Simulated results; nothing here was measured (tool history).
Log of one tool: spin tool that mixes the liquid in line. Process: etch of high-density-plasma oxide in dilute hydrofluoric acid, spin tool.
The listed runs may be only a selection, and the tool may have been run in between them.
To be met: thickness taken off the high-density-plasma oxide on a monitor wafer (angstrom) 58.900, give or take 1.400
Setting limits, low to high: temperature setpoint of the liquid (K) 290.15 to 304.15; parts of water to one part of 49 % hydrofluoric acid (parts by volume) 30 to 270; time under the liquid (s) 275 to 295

run,hour,temperature setpoint of the liquid (K),parts of water to one part of 49 % hydrofluoric acid (parts by volume),time under the liquid (s),thickness taken off the high-density-plasma oxide on a monitor wafer (angstrom)
1,0.0,296.15,150,275,105.790
2,2.4,294.15,165,275,87.364
3,10.1,294.15,115,275,130.220
4,11.4,292.65,145,275,95.919
5,15.7,295.15,145,275,103.900
6,21.6,295.15,100,275,161.910
# hour 24.1: thermometer replaced
7,24.1,293.65,130,275,122.490
8,28.1,293.15,155,275,99.476
9,36.7,293.15,180,275,83.611
10,39.9,292.65,195,275,74.373
11,45.0,292.15,205,275,68.328
12,48.1,291.65,210,275,65.998
13,52.4,291.15,215,275,62.060
14,55.0,290.65,215,275,61.750
15,63.6,290.65,215,275,61.332

Which single option among these 5 for the next run brings every result within its allowed miss of target? Just one does.
A,72.2,290.15,205,280,?
B,72.2,290.65,230,285,?
C,72.2,290.15,205,275,?
D,72.2,290.65,215,290,?
E,72.2,291.15,205,280,?

move,thickness taken off the high-density-plasma oxide on a monitor wafer (angstrom)
A,64.571
B,58.410
C,63.418
D,64.451
E,67.177
A: moves away from the targets compared with the last run
B: meets every target
C: moves away from the targets compared with the last run
D: moves away from the targets compared with the last run
E: moves away from the targets compared with the last run
The right move is B.

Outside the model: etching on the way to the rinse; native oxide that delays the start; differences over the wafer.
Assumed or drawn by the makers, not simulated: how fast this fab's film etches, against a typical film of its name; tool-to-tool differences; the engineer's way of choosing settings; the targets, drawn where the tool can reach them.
